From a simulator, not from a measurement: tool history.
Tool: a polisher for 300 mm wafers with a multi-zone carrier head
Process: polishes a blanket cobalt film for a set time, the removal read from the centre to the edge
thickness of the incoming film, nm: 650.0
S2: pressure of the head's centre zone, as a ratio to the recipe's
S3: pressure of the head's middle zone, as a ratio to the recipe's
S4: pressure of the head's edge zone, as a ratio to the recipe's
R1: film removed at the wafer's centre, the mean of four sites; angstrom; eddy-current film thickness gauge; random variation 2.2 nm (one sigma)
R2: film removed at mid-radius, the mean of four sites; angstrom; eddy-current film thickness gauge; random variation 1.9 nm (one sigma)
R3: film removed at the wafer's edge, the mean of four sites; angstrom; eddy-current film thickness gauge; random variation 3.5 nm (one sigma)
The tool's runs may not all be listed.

Run 1, hour 0: flow of slurry (ml/min) 175, S2 1, S3 1, S4 1, polishing time (s) 37. Result: R1 1907.3 angstrom, R2 1979 angstrom, R3 2030.1 angstrom.
Run 2, hour 7.1: flow of slurry (ml/min) 175, S2 1, S3 1, S4 1, polishing time (s) 34. Result: R1 1715.6 angstrom, R2 1792.6 angstrom, R3 1836.8 angstrom.
Run 3, hour 9.4: flow of slurry (ml/min) 195, S2 1.06, S3 1.02, S4 1.04, polishing time (s) 38. Result: R1 2087 angstrom, R2 2096.3 angstrom, R3 2189.2 angstrom.
Run 4, hour 13.1: flow of slurry (ml/min) 195, S2 1.12, S3 1.02, S4 1.04, polishing time (s) 38. Result: R1 2183.6 angstrom, R2 2091 angstrom, R3 2178.3 angstrom.
Run 5, hour 20.7: flow of slurry (ml/min) 195, S2 1.12, S3 0.96, S4 1.04, polishing time (s) 38. Result: R1 2179.8 angstrom, R2 2006.5 angstrom, R3 2179.2 angstrom.
Run 6, hour 22.1: flow of slurry (ml/min) 195, S2 1.12, S3 0.96, S4 1.04, polishing time (s) 34. Result: R1 1960.4 angstrom, R2 1763.7 angstrom, R3 1954 angstrom.
Run 7, hour 26.9: flow of slurry (ml/min) 245, S2 1.19, S3 0.97, S4 1.04, polishing time (s) 44. Result: R1 2807.7 angstrom, R2 2413.1 angstrom, R3 2581.3 angstrom.
Run 8, hour 29.7: flow of slurry (ml/min) 245, S2 1.19, S3 0.97, S4 1.04, polishing time (s) 44. Result: R1 2806.5 angstrom, R2 2439.4 angstrom, R3 2589.4 angstrom.
Run 9, hour 33.9: flow of slurry (ml/min) 250, S2 1.19, S3 0.97, S4 1.03, polishing time (s) 46. Result: R1 2970.2 angstrom, R2 2547.2 angstrom, R3 2716.9 angstrom.
Run 10, hour 36.7: flow of slurry (ml/min) 255, S2 1.19, S3 0.98, S4 1.03, polishing time (s) 47. Result: R1 3005.7 angstrom, R2 2590.8 angstrom, R3 2794.5 angstrom.

Run 11 comes next. What will it give?
Run 11, hour 43.9: flow of slurry (ml/min) 260, S2 1.19, S3 0.99, S4 1, polishing time (s) 49. Result: R1 ?, R2 ?, R3 ?.

Run 11 gave R1 3158 angstrom, R2 2766.4 angstrom, R3 2893.9 angstrom.
